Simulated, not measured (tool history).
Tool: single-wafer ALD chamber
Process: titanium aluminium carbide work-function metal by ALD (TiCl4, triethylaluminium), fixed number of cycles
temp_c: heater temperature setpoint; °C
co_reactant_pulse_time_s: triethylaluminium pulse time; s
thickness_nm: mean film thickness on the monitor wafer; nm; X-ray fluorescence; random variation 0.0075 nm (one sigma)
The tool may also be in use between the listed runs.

{"run": 1, "hour": 0.0, "temp_c": 290, "co_reactant_pulse_time_s": 8.33, "thickness_nm": 1.7674}
{"run": 2, "hour": 8.3, "temp_c": 299, "co_reactant_pulse_time_s": 8.33, "thickness_nm": 1.8375}
{"run": 3, "hour": 11.2, "temp_c": 303, "co_reactant_pulse_time_s": 8.33, "thickness_nm": 1.8739}
{"run": 4, "hour": 14.4, "temp_c": 299, "co_reactant_pulse_time_s": 7.69, "thickness_nm": 1.8134}
{"run": 5, "hour": 21.5, "temp_c": 295, "co_reactant_pulse_time_s": 7.14, "thickness_nm": 1.7567}
{"run": 6, "hour": 28.3, "temp_c": 292, "co_reactant_pulse_time_s": 6.71, "thickness_nm": 1.7119}
{"run": 7, "hour": 34.5, "temp_c": 289, "co_reactant_pulse_time_s": 6.39, "thickness_nm": 1.6958}
{"run": 8, "hour": 37.8, "temp_c": 286, "co_reactant_pulse_time_s": 5.95, "thickness_nm": 1.6302}
{"run": 9, "hour": 44.7, "temp_c": 284, "co_reactant_pulse_time_s": 5.8, "thickness_nm": 1.6049}
{"run": 10, "hour": 47.4, "temp_c": 282, "co_reactant_pulse_time_s": 5.69, "thickness_nm": 1.5947}
{"run": 11, "hour": 53.3, "temp_c": 270, "co_reactant_pulse_time_s": 3.84, "thickness_nm": 1.3493}
{"run": 12, "hour": 61.3, "temp_c": 271, "co_reactant_pulse_time_s": 3.9, "thickness_nm": 1.3748}

Forecast run 13:
{"run": 13, "hour": 67.6, "temp_c": 272, "co_reactant_pulse_time_s": 3.95, "thickness_nm": "?"}

Run 13 gave thickness_nm 1.3919 nm.
